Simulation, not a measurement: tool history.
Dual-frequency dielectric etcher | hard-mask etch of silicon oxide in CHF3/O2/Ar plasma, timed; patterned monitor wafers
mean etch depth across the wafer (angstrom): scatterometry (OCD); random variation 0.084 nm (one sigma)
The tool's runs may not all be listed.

run	day	source power (kW)	bias power (kW)	etch time (s)	mean etch depth across the wafer (angstrom)
1	0	0.49	0.165	27.5	466.45
2	0.233	0.49	0.165	28.5	483.96
3	0.462	0.56	0.165	28.5	509.11
4	0.829	0.56	0.165	27.5	490.16
5	1.088	0.56	0.141	27.5	470.28
6	1.454	0.52	0.138	27.5	453.29
7	1.542	0.49	0.136	27.5	440.77
8	1.846	0.47	0.134	27.5	433.38
9	1.933	0.45	0.133	27.5	425.03

Run 10 comes next. What will it give?
10	2.083	0.44	0.132	27.5	?

{"run 10": {"mean etch depth across the wafer (angstrom)": 420.36}}
